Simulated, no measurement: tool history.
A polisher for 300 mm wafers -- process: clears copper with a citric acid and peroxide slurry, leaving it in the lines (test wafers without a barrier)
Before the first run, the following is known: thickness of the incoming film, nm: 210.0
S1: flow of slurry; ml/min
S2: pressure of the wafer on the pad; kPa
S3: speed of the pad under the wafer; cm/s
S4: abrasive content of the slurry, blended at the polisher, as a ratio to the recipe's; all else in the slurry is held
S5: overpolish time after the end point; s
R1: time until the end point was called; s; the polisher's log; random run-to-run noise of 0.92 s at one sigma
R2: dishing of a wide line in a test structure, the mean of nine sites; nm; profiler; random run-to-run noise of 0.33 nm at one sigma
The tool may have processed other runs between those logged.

run    day   S1    S2  S3    S4  S5      R1      R2
  1      0  160  25.5  92     1  29  94.058  20.374
  2  0.221  125  25.5  92     1  29  98.058  19.207
  3  0.592  125    20  92     1  29  126.25  17.765
  4  0.808   95    20  92     1  29  137.63  16.244
  5  0.912   95    20  92  0.85  29  143.46  16.269
  6  1.067   95    20  92  0.95  29  140.01  16.369

Predict the results of run 7:
  7  1.425  120  20  92  0.95  31   ?   ?

{"run 7": {"R1": 127.92, "R2": 17.693}}

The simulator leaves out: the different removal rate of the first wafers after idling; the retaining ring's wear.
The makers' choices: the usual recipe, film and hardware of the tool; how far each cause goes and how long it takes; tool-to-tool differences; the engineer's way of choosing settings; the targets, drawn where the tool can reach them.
